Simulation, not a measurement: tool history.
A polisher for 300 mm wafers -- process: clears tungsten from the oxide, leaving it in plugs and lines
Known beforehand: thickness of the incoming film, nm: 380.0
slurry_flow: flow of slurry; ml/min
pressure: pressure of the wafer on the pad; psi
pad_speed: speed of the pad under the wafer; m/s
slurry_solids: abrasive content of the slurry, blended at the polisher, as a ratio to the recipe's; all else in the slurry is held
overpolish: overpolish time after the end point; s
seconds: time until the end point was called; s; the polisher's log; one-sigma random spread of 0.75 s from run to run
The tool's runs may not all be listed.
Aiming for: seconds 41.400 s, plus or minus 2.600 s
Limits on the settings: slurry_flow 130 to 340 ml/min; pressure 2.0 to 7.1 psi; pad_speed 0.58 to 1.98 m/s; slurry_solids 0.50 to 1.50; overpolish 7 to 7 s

run,hour,slurry_flow,pressure,pad_speed,slurry_solids,overpolish,seconds
1,0.0,220,4.5,1.28,1.00,7,49.496
2,6.3,220,4.7,1.28,1.00,7,48.774
3,7.3,220,4.7,1.28,1.00,7,47.836
4,15.8,220,3.7,1.28,1.00,7,60.546
5,18.3,195,3.7,1.28,1.00,7,59.784
6,19.5,195,4.2,1.30,1.00,7,54.614
# hour 25.3: head pressure recalibrated
7,25.3,200,4.6,1.32,1.00,7,52.522
8,33.2,220,4.8,1.32,1.00,7,52.194
9,40.9,220,5.4,1.28,1.05,7,46.719

Which one of the following 4 next-run settings gets every result inside its allowed miss? There is exactly one.
A,48.6,265,5.3,1.76,1.00,7,?
B,48.6,155,5.3,1.54,0.90,7,?
C,48.6,235,4.8,1.26,0.95,7,?
D,48.6,225,4.9,1.32,1.15,7,?

move,seconds
A,33.687
B,41.201
C,51.656
D,46.736
A: takes the result that was furthest off past its target
B: all results in spec
C: lands further from the targets than the last run did
D: roughly where the last run was
The move that meets every target is B.

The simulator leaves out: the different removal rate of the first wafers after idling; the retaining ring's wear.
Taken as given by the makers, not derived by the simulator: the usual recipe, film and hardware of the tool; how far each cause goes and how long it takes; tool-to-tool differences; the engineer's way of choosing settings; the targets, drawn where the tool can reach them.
